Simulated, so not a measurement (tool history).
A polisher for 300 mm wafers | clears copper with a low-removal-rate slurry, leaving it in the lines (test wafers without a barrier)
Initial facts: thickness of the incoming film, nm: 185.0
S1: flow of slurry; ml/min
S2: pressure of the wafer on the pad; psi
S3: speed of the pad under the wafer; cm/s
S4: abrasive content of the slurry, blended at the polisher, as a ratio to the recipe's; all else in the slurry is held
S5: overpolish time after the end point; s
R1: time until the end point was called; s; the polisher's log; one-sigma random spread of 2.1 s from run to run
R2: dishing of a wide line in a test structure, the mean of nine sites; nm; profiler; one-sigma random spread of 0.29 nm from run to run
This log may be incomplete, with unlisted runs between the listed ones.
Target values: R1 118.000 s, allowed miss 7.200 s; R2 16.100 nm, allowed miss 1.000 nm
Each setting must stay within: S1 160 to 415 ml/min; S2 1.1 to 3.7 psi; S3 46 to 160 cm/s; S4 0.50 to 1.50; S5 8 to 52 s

| run | hour | S1 | S2 | S3 | S4 | S5 | R1 | R2 |
|---|---|---|---|---|---|---|---|---|
| 1 | 0.0 | 265 | 2.4 | 102 | 1.00 | 26 | 72.610 | 41.160 |
| 2 | 0.8 | 220 | 2.4 | 102 | 1.00 | 26 | 73.857 | 40.708 |
| 3 | 7.2 | 225 | 2.2 | 100 | 1.00 | 22 | 85.389 | 33.794 |
| 4 | 15.7 | 170 | 2.2 | 100 | 1.00 | 22 | 86.362 | 32.962 |
| 5 | 21.4 | 170 | 2.1 | 100 | 1.00 | 19 | 87.502 | 28.919 |
| 6 | 23.0 | 160 | 2.1 | 100 | 1.00 | 19 | 88.529 | 28.371 |
| 7 | 30.5 | 160 | 1.9 | 100 | 1.00 | 16 | 100.400 | 22.612 |
| 8 | 31.3 | 160 | 1.8 | 100 | 1.00 | 15 | 104.570 | 20.213 |
| 9 | 35.2 | 160 | 1.8 | 100 | 1.00 | 15 | 107.060 | 20.571 |
| 10 | 39.1 | 160 | 1.7 | 100 | 1.00 | 14 | 111.320 | 18.496 |
| 11 | 42.3 | 160 | 1.5 | 100 | 1.00 | 11 | 124.680 | 13.418 |
| 12 | 49.9 | 160 | 1.5 | 100 | 1.00 | 12 | 122.850 | 14.283 |

5 candidate next runs follow, results not yet known. Just one meets every target within its allowed miss. Identify it.
| A | 57.5 | 160 | 1.4 | 104 | 0.90 | 11 | ? | ? |
| B | 57.5 | 230 | 1.3 | 114 | 1.20 | 13 | ? | ? |
| C | 57.5 | 175 | 1.5 | 86 | 1.25 | 16 | ? | ? |
| D | 57.5 | 205 | 1.1 | 138 | 1.20 | 10 | ? | ? |
| E | 57.5 | 195 | 1.6 | 96 | 1.05 | 15 | ? | ? |

| move | R1 | R2 |
|---|---|---|
| A | 126.760 | 12.571 |
| B | 112.800 | 16.167 |
| C | 132.130 | 16.966 |
| D | 110.860 | 12.932 |
| E | 114.340 | 18.236 |
A: further off than the last run
B: each result inside its tolerance
C: brings the result that was furthest off to its target, and leaves another outside
D: further off than the last run
E: carries the result that was furthest off beyond its target, to the other side
So the answer is move B, the one that meets all the targets.
